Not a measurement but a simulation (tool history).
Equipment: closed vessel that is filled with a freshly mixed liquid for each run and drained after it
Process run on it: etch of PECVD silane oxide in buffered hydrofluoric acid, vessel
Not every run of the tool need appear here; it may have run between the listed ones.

run	day	temperature setpoint of the liquid (C)	parts of 40 % ammonium fluoride to one part of 49 % hydrofluoric acid (parts by volume)	time in the liquid (s)	thickness taken off the PECVD silane oxide on a monitor wafer (Å)
1	0.000	21.0	15.5	90	1170.1
2	0.238	20.0	15.5	90	1116.1
3	0.521	20.0	11.5	90	1473.5
4	0.642	20.0	9.5	90	1810.0
5	0.854	20.0	9.5	90	1821.2
6	0.988	19.0	11.0	90	1459.9
7	1.046	18.5	12.0	90	1317.2
8	1.196	18.0	13.0	90	1164.7
9	1.304	17.5	13.5	90	1103.2
# day 1.392: hydrofluoric acid flow meter replaced
10	1.392	17.5	14.0	90	1194.7
11	1.433	17.5	15.0	90	1118.0

For run 12, what comes out?
12	1.504	17.5	15.5	90	?

Logged for run 12: thickness taken off the PECVD silane oxide on a monitor wafer (Å) 1102.9.
